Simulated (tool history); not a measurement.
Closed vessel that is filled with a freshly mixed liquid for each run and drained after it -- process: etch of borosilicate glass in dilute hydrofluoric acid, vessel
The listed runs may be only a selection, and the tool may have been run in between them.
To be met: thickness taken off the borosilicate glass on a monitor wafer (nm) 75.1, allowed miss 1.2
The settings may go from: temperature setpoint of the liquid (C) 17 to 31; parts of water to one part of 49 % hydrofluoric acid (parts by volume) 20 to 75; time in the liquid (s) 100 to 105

run,hour,temperature setpoint of the liquid (C),parts of water to one part of 49 % hydrofluoric acid (parts by volume),time in the liquid (s),thickness taken off the borosilicate glass on a monitor wafer (nm)
1,0,23,45,100,92.159
2,4.2,22,45,100,87.932
3,9.2,22,55,100,71.087
4,17.7,22,45,100,87.712
5,23.6,22,45,100,89.214
6,27.5,22,45,105,92.444
7,31.9,21,45,105,88.6
8,40.8,20.5,45,105,86.204
9,43,20,45,105,85.026
10,51.4,19.5,45,105,82.934
11,53.2,19,45,105,82.105

Which single option among these 4 for the next run brings every result within its allowed miss of target? Just one does.
A,55,17,45,105,?
B,55,17,45,100,?
C,55,22,45,105,?
D,55,18,40,105,?

move,thickness taken off the borosilicate glass on a monitor wafer (nm)
A,75.064
B,71.489
C,92.972
D,88.705
A: meets every target
B: carries the result that was furthest off beyond its target, to the other side
C: lands further from the targets than the last run did
D: lands further from the targets than the last run did
The move that meets every target is A.
